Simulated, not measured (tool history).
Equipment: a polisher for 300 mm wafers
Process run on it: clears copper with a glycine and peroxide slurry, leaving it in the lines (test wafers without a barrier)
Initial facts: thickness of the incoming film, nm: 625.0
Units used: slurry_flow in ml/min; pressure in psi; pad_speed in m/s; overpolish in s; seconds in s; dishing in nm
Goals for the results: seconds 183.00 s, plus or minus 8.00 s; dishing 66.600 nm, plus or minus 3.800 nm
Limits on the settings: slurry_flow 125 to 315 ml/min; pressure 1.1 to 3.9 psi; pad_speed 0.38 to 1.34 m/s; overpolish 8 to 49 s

run  hour  slurry_flow  pressure  pad_speed  overpolish  seconds  dishing
  1   0.0          205       2.5       0.86          25   114.23   63.706
  2   1.7          205       2.2       0.84          28   128.19   63.499
  3   5.4          205       2.0       0.82          30   140.00   63.393
  4  10.0          205       1.9       0.82          32   148.01   63.540
  5  18.5          205       1.9       0.82          40   145.71   71.627
  6  22.0          205       1.9       0.96          40   131.83   73.905
  7  30.8          205       1.7       0.94          41   144.70   71.165
  8  31.9          205       1.6       0.94          42   147.12   69.918
  9  36.9          205       1.5       0.92          43   158.43   70.723
 10  42.5          205       1.4       0.92          43   166.56   68.113

Which one of the following 5 next-run settings gets every result inside its allowed miss? There is exactly one.
  A  48.1          215       1.1       0.98          36        ?        ?
  B  48.1          175       1.3       0.72          38        ?        ?
  C  48.1          215       1.1       0.90          42        ?        ?
  D  48.1          205       1.2       0.96          35        ?        ?
  E  48.1          220       1.3       0.84          45        ?        ?

move  seconds  dishing
   A   182.90   56.830
   B   206.21   56.386
   C   193.07   61.065
   D   176.30   57.361
   E   180.83   66.825
A: meets the target for the result that was furthest off, but another lies outside its allowed miss
B: takes the result that was furthest off past its target
C: takes the result that was furthest off past its target
D: meets the target for the result that was furthest off, but another lies outside its allowed miss
E: every result lands within tolerance
E is the move that brings every result within its allowed miss.
